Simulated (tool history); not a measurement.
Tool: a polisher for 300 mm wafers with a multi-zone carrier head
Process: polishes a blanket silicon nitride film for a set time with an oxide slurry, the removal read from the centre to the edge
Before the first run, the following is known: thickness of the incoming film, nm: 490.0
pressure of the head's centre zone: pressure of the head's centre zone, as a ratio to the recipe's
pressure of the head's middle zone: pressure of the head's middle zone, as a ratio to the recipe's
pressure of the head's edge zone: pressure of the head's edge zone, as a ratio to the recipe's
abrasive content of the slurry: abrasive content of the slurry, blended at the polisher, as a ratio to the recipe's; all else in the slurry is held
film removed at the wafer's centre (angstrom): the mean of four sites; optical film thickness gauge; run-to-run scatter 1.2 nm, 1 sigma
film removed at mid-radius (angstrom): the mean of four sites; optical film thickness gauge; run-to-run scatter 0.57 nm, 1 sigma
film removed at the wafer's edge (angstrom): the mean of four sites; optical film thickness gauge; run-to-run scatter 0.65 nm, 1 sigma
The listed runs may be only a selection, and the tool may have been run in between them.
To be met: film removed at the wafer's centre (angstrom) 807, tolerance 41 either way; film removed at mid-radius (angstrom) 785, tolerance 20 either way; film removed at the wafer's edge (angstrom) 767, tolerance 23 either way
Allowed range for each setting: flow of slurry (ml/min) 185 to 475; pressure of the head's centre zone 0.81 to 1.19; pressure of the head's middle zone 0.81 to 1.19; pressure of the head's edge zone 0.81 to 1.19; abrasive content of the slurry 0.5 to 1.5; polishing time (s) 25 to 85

| run | hour | flow of slurry (ml/min) | pressure of the head's centre zone | pressure of the head's middle zone | pressure of the head's edge zone | abrasive content of the slurry | polishing time (s) | film removed at the wafer's centre (angstrom) | film removed at mid-radius (angstrom) | film removed at the wafer's edge (angstrom) |
|---|---|---|---|---|---|---|---|---|---|---|
| 1 | 0 | 305 | 1 | 1 | 1 | 1 | 55 | 476.64 | 455.11 | 475.41 |
| 2 | 6.5 | 305 | 1 | 1.04 | 1 | 1 | 55 | 484.55 | 477.96 | 476.4 |
| 3 | 11.2 | 305 | 1 | 1.12 | 1 | 1 | 55 | 475.97 | 515.13 | 482 |
| 4 | 17.7 | 305 | 1 | 1.12 | 1.05 | 1 | 55 | 472.16 | 509.7 | 491.2 |
| 5 | 21.4 | 305 | 1 | 1.12 | 0.97 | 1 | 55 | 464.17 | 506.44 | 469.58 |
| 6 | 28.7 | 305 | 0.94 | 1.12 | 0.97 | 1 | 55 | 442.46 | 504.55 | 473.06 |
| 7 | 29.9 | 310 | 0.98 | 1.12 | 1.01 | 1.1 | 57 | 501.49 | 544.09 | 509.25 |
| 8 | 37 | 305 | 0.98 | 1.11 | 1.04 | 1.2 | 60 | 541.26 | 598.24 | 583.5 |
| 9 | 39.9 | 305 | 0.98 | 1.11 | 1.04 | 1.2 | 60 | 554.23 | 588.27 | 578.45 |
| 10 | 48.1 | 310 | 1.01 | 1.12 | 1.06 | 1.25 | 61 | 571.39 | 618.63 | 595.55 |
| 11 | 53.8 | 310 | 1.04 | 1.11 | 1.07 | 1.3 | 63 | 626.29 | 636.61 | 624.58 |

Which of these 4 next moves meets every target?
| A | 59.5 | 260 | 0.95 | 0.87 | 1.19 | 1.4 | 64 | ? | ? | ? |
| B | 59.5 | 230 | 1.12 | 0.95 | 1.11 | 1.5 | 79 | ? | ? | ? |
| C | 59.5 | 335 | 0.92 | 1.01 | 1.16 | 1.45 | 52 | ? | ? | ? |
| D | 59.5 | 290 | 1.17 | 1.19 | 1.19 | 1.45 | 70 | ? | ? | ? |

| move | film removed at the wafer's centre (angstrom) | film removed at mid-radius (angstrom) | film removed at the wafer's edge (angstrom) |
|---|---|---|---|
| A | 576.19 | 537.83 | 678.79 |
| B | 845.28 | 719.56 | 817.49 |
| C | 473.85 | 515.52 | 561.85 |
| D | 800.53 | 785.83 | 756.12 |
A: misses by more than the last run did
B: closes in on the targets versus the last run, not all within tolerance yet
C: misses by more than the last run did
D: all results land within tolerance of their targets
D is the move that brings every result within its allowed miss.
